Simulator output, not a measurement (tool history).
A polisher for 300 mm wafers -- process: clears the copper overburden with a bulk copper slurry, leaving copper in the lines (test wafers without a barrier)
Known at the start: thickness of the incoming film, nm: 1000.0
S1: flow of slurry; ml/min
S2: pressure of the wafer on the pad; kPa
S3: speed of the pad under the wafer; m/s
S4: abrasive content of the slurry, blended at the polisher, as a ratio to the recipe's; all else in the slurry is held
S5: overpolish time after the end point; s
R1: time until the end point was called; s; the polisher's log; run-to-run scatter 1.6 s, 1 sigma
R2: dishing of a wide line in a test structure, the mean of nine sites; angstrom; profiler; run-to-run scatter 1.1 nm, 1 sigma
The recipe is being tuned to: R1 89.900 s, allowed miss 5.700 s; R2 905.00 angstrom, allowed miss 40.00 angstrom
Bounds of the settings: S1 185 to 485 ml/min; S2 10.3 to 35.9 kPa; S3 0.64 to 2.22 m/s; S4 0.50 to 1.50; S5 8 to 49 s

run,hour,S1,S2,S3,S4,S5,R1,R2
1,0.0,310,22.8,1.42,1.00,25,82.467,1272.40
2,8.0,310,25.5,1.42,1.00,25,72.788,1330.10
3,14.7,310,25.5,1.42,1.10,25,75.845,1367.20
4,23.4,315,23.4,1.42,1.00,21,81.983,1205.50
5,25.0,315,23.4,1.42,0.85,21,84.569,1180.90
6,33.7,375,23.4,1.42,0.85,21,79.534,1193.00
7,42.4,380,22.8,1.44,0.85,17,83.830,1046.50
8,50.6,385,22.1,1.46,0.85,16,87.614,1000.10
9,57.3,390,22.1,1.48,0.85,15,84.565,962.05

Which of these 4 next moves meets every target?
A,64.0,420,20.7,1.44,0.90,17,?,?
B,64.0,380,20.0,1.54,0.90,18,?,?
C,64.0,385,20.0,1.24,0.65,22,?,?
D,64.0,355,20.7,1.44,0.95,15,?,?

move,R1,R2
A,86.710,1004.90
B,84.951,1043.50
C,109.430,1014.00
D,86.891,932.32
A: the biggest miss grows against the last run
B: the biggest miss grows against the last run
C: the biggest miss grows against the last run
D: all results in spec
Move D is the one to make.

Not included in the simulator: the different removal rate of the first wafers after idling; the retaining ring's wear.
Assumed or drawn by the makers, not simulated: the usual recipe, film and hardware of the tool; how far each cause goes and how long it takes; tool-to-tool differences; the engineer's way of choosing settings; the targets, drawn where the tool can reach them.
